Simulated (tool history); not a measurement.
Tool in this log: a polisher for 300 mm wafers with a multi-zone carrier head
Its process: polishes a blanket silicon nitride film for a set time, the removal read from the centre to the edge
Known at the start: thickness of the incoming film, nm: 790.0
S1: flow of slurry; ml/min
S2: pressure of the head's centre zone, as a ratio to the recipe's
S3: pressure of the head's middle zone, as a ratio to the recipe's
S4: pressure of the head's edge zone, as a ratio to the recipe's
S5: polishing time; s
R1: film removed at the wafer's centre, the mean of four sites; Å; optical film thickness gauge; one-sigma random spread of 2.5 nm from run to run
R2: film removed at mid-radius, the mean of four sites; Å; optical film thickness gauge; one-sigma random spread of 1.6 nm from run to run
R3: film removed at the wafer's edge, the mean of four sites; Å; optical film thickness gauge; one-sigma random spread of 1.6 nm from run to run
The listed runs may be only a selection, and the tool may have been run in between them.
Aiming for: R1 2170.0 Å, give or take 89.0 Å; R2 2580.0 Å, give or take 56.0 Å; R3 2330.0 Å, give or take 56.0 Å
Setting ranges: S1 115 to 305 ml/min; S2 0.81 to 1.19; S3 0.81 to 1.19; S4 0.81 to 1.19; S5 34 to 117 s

Run 1, hour 0.0: S1 195 ml/min, S2 1.00, S3 1.00, S4 1.00, S5 75 s. Result: R1 2383.2 Å, R2 2251.2 Å, R3 2222.4 Å.
Run 2, hour 6.6: S1 195 ml/min, S2 1.00, S3 1.00, S4 1.08, S5 75 s. Result: R1 2269.5 Å, R2 2200.1 Å, R3 2298.8 Å.
Run 3, hour 12.2: S1 195 ml/min, S2 1.00, S3 0.93, S4 1.08, S5 75 s. Result: R1 2351.9 Å, R2 2109.1 Å, R3 2271.4 Å.
Run 4, hour 14.2: S1 195 ml/min, S2 1.07, S3 0.93, S4 1.08, S5 75 s. Result: R1 2426.0 Å, R2 2125.5 Å, R3 2342.8 Å.
Run 5, hour 18.8: S1 195 ml/min, S2 1.07, S3 0.93, S4 1.08, S5 66 s. Result: R1 2128.8 Å, R2 1889.7 Å, R3 2030.5 Å.
Run 6, hour 27.2: S1 220 ml/min, S2 1.03, S3 1.01, S4 1.09, S5 68 s. Result: R1 2171.6 Å, R2 2079.4 Å, R3 2110.5 Å.
At hour 34.5: centre zone pressure recalibrated.
Run 7, hour 34.5: S1 235 ml/min, S2 0.99, S3 1.07, S4 1.11, S5 70 s. Result: R1 2121.3 Å, R2 2237.0 Å, R3 2231.8 Å.
Run 8, hour 41.3: S1 250 ml/min, S2 0.99, S3 1.11, S4 1.11, S5 70 s. Result: R1 2192.9 Å, R2 2323.5 Å, R3 2202.9 Å.
Run 9, hour 48.1: S1 260 ml/min, S2 0.97, S3 1.14, S4 1.12, S5 71 s. Result: R1 2148.6 Å, R2 2408.4 Å, R3 2310.8 Å.
Run 10, hour 55.0: S1 270 ml/min, S2 0.96, S3 1.16, S4 1.10, S5 71 s. Result: R1 2158.7 Å, R2 2470.0 Å, R3 2264.4 Å.

4 candidate next runs follow, results not yet known. Just one meets every target within its allowed miss. Identify it.
Run A, hour 61.9: S1 245 ml/min, S2 1.02, S3 1.18, S4 0.99, S5 71 s. Result: R1 ?, R2 ?, R3 ?.
Run B, hour 61.9: S1 290 ml/min, S2 0.95, S3 1.19, S4 1.09, S5 73 s. Result: R1 ?, R2 ?, R3 ?.
Run C, hour 61.9: S1 280 ml/min, S2 1.02, S3 1.05, S4 1.12, S5 70 s. Result: R1 ?, R2 ?, R3 ?.
Run D, hour 61.9: S1 205 ml/min, S2 0.96, S3 1.15, S4 1.05, S5 72 s. Result: R1 ?, R2 ?, R3 ?.

move      R1      R2      R3
   A  2197.0  2458.6  2142.3
   B  2206.3  2593.6  2343.4
   C  2202.0  2261.1  2275.3
   D  2085.3  2386.5  2195.1
A: the biggest miss grows against the last run
B: hits every target within its allowed miss
C: the biggest miss grows against the last run
D: the biggest miss grows against the last run
Answer: B
